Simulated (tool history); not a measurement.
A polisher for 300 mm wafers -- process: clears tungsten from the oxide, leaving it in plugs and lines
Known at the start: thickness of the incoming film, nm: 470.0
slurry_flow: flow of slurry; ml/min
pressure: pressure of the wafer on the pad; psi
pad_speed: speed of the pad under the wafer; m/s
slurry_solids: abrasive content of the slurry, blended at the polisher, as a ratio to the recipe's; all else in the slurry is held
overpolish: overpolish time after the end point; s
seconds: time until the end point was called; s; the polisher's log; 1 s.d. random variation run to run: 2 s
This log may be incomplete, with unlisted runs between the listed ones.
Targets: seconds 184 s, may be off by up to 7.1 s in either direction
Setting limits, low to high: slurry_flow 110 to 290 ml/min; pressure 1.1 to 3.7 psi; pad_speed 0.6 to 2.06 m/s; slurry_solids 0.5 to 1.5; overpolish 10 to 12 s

{"run": 1, "hour": 0.0, "slurry_flow": 185, "pressure": 2.4, "pad_speed": 1.32, "slurry_solids": 1, "overpolish": 12, "seconds": 109.77}
{"run": 2, "hour": 6.3, "slurry_flow": 185, "pressure": 2.4, "pad_speed": 1.32, "slurry_solids": 0.85, "overpolish": 12, "seconds": 115.8}
{"run": 3, "hour": 7.0, "slurry_flow": 185, "pressure": 2.4, "pad_speed": 1.32, "slurry_solids": 0.85, "overpolish": 12, "seconds": 114.37}
{"run": 4, "hour": 12.3, "slurry_flow": 185, "pressure": 2.9, "pad_speed": 1.32, "slurry_solids": 0.85, "overpolish": 12, "seconds": 95.312}
{"run": 5, "hour": 13.0, "slurry_flow": 185, "pressure": 3.5, "pad_speed": 1.32, "slurry_solids": 0.85, "overpolish": 12, "seconds": 81.362}
{"run": 6, "hour": 21.6, "slurry_flow": 185, "pressure": 3.5, "pad_speed": 1.32, "slurry_solids": 0.85, "overpolish": 12, "seconds": 80.291}
{"run": 7, "hour": 24.3, "slurry_flow": 185, "pressure": 3, "pad_speed": 1.3, "slurry_solids": 0.85, "overpolish": 12, "seconds": 95.816}
{"run": 8, "hour": 31.4, "slurry_flow": 185, "pressure": 2.6, "pad_speed": 1.28, "slurry_solids": 0.85, "overpolish": 12, "seconds": 109.21}
{"run": 9, "hour": 38.6, "slurry_flow": 185, "pressure": 2.3, "pad_speed": 1.26, "slurry_solids": 0.85, "overpolish": 12, "seconds": 126.68}
{"run": 10, "hour": 44.3, "slurry_flow": 185, "pressure": 2.1, "pad_speed": 1.26, "slurry_solids": 0.85, "overpolish": 12, "seconds": 135.97}
{"run": 11, "hour": 47.4, "slurry_flow": 185, "pressure": 1.9, "pad_speed": 1.26, "slurry_solids": 0.85, "overpolish": 12, "seconds": 147.78}
{"run": 12, "hour": 50.3, "slurry_flow": 180, "pressure": 1.3, "pad_speed": 1.24, "slurry_solids": 0.85, "overpolish": 12, "seconds": 213.07}
{"run": 13, "hour": 53.3, "slurry_flow": 205, "pressure": 1.6, "pad_speed": 1.24, "slurry_solids": 0.85, "overpolish": 12, "seconds": 172.36}
{"run": 14, "hour": 60.3, "slurry_flow": 200, "pressure": 1.6, "pad_speed": 1.24, "slurry_solids": 0.85, "overpolish": 12, "seconds": 176.25}
{"run": 15, "hour": 61.7, "slurry_flow": 195, "pressure": 1.6, "pad_speed": 1.24, "slurry_solids": 0.85, "overpolish": 12, "seconds": 176.49}
{"run": 16, "hour": 62.5, "slurry_flow": 190, "pressure": 1.6, "pad_speed": 1.24, "slurry_solids": 0.85, "overpolish": 12, "seconds": 176.84}

Next run, 4 choices. One meets every target within its allowed miss, the rest don't. Which?
{"run": "A", "hour": 63.3, "slurry_flow": 180, "pressure": 1.5, "pad_speed": 1.32, "slurry_solids": 0.7, "overpolish": 10, "seconds": "?"}
{"run": "B", "hour": 63.3, "slurry_flow": 175, "pressure": 1.4, "pad_speed": 1.42, "slurry_solids": 0.95, "overpolish": 12, "seconds": "?"}
{"run": "C", "hour": 63.3, "slurry_flow": 140, "pressure": 1.2, "pad_speed": 1.7, "slurry_solids": 0.95, "overpolish": 10, "seconds": "?"}
{"run": "D", "hour": 63.3, "slurry_flow": 145, "pressure": 1.3, "pad_speed": 1.5, "slurry_solids": 1.25, "overpolish": 12, "seconds": "?"}

move=A seconds=181.48
move=B seconds=170.07
move=C seconds=167.93
move=D seconds=166.52
A: in spec on every target
B: lands further from the targets than the last run did
C: lands further from the targets than the last run did
D: lands further from the targets than the last run did
Correct choice: A, which meets every target
